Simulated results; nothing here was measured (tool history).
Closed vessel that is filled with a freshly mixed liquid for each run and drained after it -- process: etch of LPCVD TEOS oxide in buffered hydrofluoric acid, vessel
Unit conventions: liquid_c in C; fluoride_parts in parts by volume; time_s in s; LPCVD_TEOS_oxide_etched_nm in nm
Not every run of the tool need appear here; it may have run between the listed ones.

run  hour  liquid_c  fluoride_parts  time_s  LPCVD_TEOS_oxide_etched_nm
  1   0.0      22.0             8.5     100                      570.61
  2   5.3      21.0             9.0     100                      504.44
  3  13.0      20.5             9.0     100                      497.71
  4  20.9      20.5             9.0     100                      489.84
  5  26.8      20.0             9.0     100                      475.95
  6  34.1      20.0             9.0     105                      505.60

What does the tool deliver on the next run?
  7  41.2      19.5             9.0     105                           ?

LPCVD_TEOS_oxide_etched_nm: 491.38 nm
